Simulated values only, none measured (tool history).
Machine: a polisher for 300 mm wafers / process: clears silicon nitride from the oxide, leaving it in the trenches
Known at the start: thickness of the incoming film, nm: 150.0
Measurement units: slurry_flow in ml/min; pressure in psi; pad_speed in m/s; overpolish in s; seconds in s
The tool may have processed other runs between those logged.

run  hour  slurry_flow  pressure  pad_speed  overpolish  seconds
  1   0.0          225       3.4       1.24          35   119.45
  2   4.7          225       2.9       1.24          35   135.54
  3  10.8          225       2.9       1.06          35   155.95
  4  12.0          225       2.9       1.30          35   126.39
  5  17.1          225       2.6       1.24          35   146.69
  6  26.1          170       2.6       1.24          35   149.70

Predict the results of run 7:
  7  28.5          170       2.4       1.20          35        ?

seconds: 163.85 s

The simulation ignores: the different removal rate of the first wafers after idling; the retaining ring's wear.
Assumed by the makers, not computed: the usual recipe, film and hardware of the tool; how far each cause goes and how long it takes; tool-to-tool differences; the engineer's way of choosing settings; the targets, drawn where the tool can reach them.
